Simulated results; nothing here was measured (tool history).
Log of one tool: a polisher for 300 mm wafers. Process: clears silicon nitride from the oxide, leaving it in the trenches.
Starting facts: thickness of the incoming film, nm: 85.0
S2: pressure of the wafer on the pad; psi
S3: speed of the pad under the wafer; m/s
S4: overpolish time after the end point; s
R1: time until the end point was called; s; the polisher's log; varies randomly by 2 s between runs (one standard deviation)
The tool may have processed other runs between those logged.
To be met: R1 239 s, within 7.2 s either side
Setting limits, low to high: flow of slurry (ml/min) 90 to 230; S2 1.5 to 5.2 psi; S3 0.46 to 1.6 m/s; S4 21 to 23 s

{"run": 1, "hour": 0.0, "flow of slurry (ml/min)": 150, "S2": 3.3, "S3": 1.02, "S4": 21, "R1": 90.283}
{"run": 2, "hour": 2.9, "flow of slurry (ml/min)": 145, "S2": 2.9, "S3": 0.92, "S4": 21, "R1": 114.05}
{"run": 3, "hour": 7.8, "flow of slurry (ml/min)": 115, "S2": 2.9, "S3": 0.92, "S4": 21, "R1": 118.42}
{"run": 4, "hour": 13.3, "flow of slurry (ml/min)": 110, "S2": 2.6, "S3": 0.86, "S4": 21, "R1": 142.11}
{"run": 5, "hour": 17.4, "flow of slurry (ml/min)": 95, "S2": 2.6, "S3": 0.86, "S4": 21, "R1": 148.77}
{"run": 6, "hour": 19.4, "flow of slurry (ml/min)": 95, "S2": 3, "S3": 0.86, "S4": 21, "R1": 126.76}
{"run": 7, "hour": 23.4, "flow of slurry (ml/min)": 95, "S2": 2.7, "S3": 0.84, "S4": 21, "R1": 146.85}
{"run": 8, "hour": 24.4, "flow of slurry (ml/min)": 90, "S2": 1.7, "S3": 0.78, "S4": 21, "R1": 248.37}

Of the 4 settings listed for the next run, only one would bring every result within its allowed miss of target. Which one?
{"run": "A", "hour": 25.4, "flow of slurry (ml/min)": 95, "S2": 1.8, "S3": 0.76, "S4": 21, "R1": "?"}
{"run": "B", "hour": 25.4, "flow of slurry (ml/min)": 160, "S2": 1.9, "S3": 0.58, "S4": 23, "R1": "?"}
{"run": "C", "hour": 25.4, "flow of slurry (ml/min)": 90, "S2": 1.5, "S3": 0.84, "S4": 21, "R1": "?"}
{"run": "D", "hour": 25.4, "flow of slurry (ml/min)": 95, "S2": 1.9, "S3": 0.66, "S4": 21, "R1": "?"}

move=A R1=235.11
move=B R1=255.26
move=C R1=258.05
move=D R1=255.66
A: in spec on every target
B: further off than the last run
C: further off than the last run
D: further off than the last run
Correct choice: A, which meets every target
